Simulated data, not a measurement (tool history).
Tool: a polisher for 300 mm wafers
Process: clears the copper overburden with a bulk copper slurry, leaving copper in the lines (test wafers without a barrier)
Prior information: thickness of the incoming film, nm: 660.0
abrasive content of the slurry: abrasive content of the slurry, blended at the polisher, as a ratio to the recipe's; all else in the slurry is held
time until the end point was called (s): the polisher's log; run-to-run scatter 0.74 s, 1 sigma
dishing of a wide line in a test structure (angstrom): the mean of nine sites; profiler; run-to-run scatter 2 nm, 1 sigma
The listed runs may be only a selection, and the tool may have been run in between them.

run  hour  flow of slurry (ml/min)  pressure of the wafer on the pad (psi)  speed of the pad under the wafer (m/s)  abrasive content of the slurry  overpolish time after the end point (s)  time until the end point was called (s)  dishing of a wide line in a test structure (angstrom)
  1   0.0                      245                                     3.5                                    1.08                            1.00                                       28                                   62.877                                                1165.20
  2   3.1                      245                                     3.5                                    1.08                            1.00                                       16                                   63.103                                                 844.31
  3  10.2                      245                                     3.5                                    1.08                            1.00                                       26                                   62.172                                                1131.70
  4  19.0                      245                                     3.5                                    1.08                            1.15                                       26                                   59.121                                                1145.90
  5  23.6                      245                                     3.5                                    1.08                            1.00                                       26                                   63.438                                                1111.80
  6  24.4                      245                                     3.5                                    1.08                            1.00                                       19                                   63.391                                                 967.73
  7  27.6                      245                                     3.5                                    1.08                            1.00                                       19                                   63.865                                                 929.38
  8  33.9                      245                                     3.9                                    1.08                            1.00                                       22                                   56.664                                                1113.60
  9  36.1                      245                                     4.2                                    1.08                            1.00                                       23                                   52.498                                                1185.50

Forecast run 10:
 10  37.9                      245                                     4.4                                    1.08                            1.00                                       24                                        ?                                                      ?

{"run 10": {"time until the end point was called (s)": 49.517, "dishing of a wide line in a test structure (angstrom)": 1237.7}}

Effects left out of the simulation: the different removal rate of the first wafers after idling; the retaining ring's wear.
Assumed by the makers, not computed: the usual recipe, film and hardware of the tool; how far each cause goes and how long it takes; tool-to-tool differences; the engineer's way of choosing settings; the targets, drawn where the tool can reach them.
